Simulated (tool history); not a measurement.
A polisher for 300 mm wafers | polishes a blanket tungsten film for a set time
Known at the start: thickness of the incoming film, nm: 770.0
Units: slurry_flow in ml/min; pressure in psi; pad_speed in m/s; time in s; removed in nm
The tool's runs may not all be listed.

{"run": 1, "day": 0.0, "slurry_flow": 270, "pressure": 3.5, "pad_speed": 0.92, "slurry_solids": 1, "time": 34, "removed": 130.59}
{"run": 2, "day": 0.188, "slurry_flow": 270, "pressure": 3.5, "pad_speed": 0.92, "slurry_solids": 1, "time": 30, "removed": 113.76}
{"run": 3, "day": 0.438, "slurry_flow": 270, "pressure": 3.5, "pad_speed": 0.92, "slurry_solids": 1, "time": 34, "removed": 129.11}
{"run": 4, "day": 0.483, "slurry_flow": 270, "pressure": 3.9, "pad_speed": 0.92, "slurry_solids": 1, "time": 34, "removed": 142.94}
{"run": 5, "day": 0.6, "slurry_flow": 270, "pressure": 4.2, "pad_speed": 0.92, "slurry_solids": 1, "time": 34, "removed": 147.59}
{"run": 6, "day": 0.946, "slurry_flow": 235, "pressure": 4.2, "pad_speed": 0.92, "slurry_solids": 1, "time": 34, "removed": 147.85}
{"run": 7, "day": 1.121, "slurry_flow": 235, "pressure": 5.2, "pad_speed": 0.94, "slurry_solids": 1, "time": 34, "removed": 169.83}

The next listed run, before its measurement:
{"run": 8, "day": 1.358, "slurry_flow": 235, "pressure": 5.2, "pad_speed": 0.98, "slurry_solids": 1, "time": 34, "removed": "?"}

{"run 8": {"removed": 181.11}}
